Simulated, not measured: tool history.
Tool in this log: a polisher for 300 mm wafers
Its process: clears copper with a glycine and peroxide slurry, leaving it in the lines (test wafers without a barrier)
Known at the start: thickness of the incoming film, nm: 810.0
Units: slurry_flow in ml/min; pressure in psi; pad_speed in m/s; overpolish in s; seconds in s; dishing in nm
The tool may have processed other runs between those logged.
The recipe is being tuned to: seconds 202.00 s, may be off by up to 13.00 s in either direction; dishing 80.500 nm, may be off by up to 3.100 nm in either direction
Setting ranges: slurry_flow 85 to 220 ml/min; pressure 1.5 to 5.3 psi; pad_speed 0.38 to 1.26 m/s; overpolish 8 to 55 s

run	hour	slurry_flow	pressure	pad_speed	overpolish	seconds	dishing
1	0.0	140	3.4	0.82	28	134.36	75.659
2	0.5	160	3.4	0.82	28	128.07	78.320
3	5.3	150	3.1	0.80	32	136.53	78.299
4	9.7	150	3.1	0.80	25	137.32	68.672
5	18.3	150	3.1	0.80	36	138.96	81.410
6	24.0	150	3.1	0.90	36	129.01	84.074
7	32.5	140	2.9	0.82	40	144.01	84.296
8	40.8	135	2.7	0.78	43	155.24	82.639
9	42.5	125	1.7	0.70	55	231.63	76.409
10	43.9	125	1.7	0.70	55	229.03	76.297
11	45.9	130	1.8	0.70	54	224.03	77.856
12	48.4	130	1.9	0.70	53	215.87	79.020

Exactly one of the 4 candidate moves below puts every result within its allowed miss. Which one?
A	50.9	190	2.3	0.46	52	?	?
B	50.9	110	2.2	0.58	51	?	?
C	50.9	135	2.0	0.72	51	?	?
D	50.9	110	1.6	0.76	55	?	?

move	seconds	dishing
A	246.65	77.537
B	240.49	75.668
C	206.91	78.556
D	235.32	75.275
A: its largest miss is bigger than the last run's
B: its largest miss is bigger than the last run's
C: all results in spec
D: its largest miss is bigger than the last run's
Answer: C

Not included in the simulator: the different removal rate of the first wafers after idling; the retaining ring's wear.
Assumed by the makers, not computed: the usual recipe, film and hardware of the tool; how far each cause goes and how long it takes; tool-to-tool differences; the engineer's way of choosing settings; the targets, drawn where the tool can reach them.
